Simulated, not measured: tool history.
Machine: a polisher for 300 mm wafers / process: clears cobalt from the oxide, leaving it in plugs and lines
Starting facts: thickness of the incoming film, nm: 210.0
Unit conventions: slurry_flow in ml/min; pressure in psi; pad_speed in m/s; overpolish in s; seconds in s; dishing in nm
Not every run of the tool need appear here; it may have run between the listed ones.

run 1 day=0 | slurry_flow=255 pressure=1.8 pad_speed=0.8 overpolish=16 | seconds=59.929 dishing=42.449
run 2 day=0.104 | slurry_flow=255 pressure=2 pad_speed=0.8 overpolish=18 | seconds=54.071 dishing=49.915
run 3 day=0.296 | slurry_flow=255 pressure=2.1 pad_speed=0.8 overpolish=20 | seconds=51.064 dishing=55.569
run 4 day=0.442 | slurry_flow=255 pressure=2.2 pad_speed=0.8 overpolish=21 | seconds=49.221 dishing=59.275
run 5 day=0.8 | slurry_flow=255 pressure=2.3 pad_speed=0.8 overpolish=22 | seconds=46.662 dishing=60.532
run 6 day=1.079 | slurry_flow=300 pressure=2.3 pad_speed=0.8 overpolish=22 | seconds=45.577 dishing=64.352

What will run 7 give?
run 7 day=1.125 | slurry_flow=325 pressure=2.4 pad_speed=0.8 overpolish=24 | seconds=? dishing=?

seconds: 42.945 s
dishing: 66.592 nm

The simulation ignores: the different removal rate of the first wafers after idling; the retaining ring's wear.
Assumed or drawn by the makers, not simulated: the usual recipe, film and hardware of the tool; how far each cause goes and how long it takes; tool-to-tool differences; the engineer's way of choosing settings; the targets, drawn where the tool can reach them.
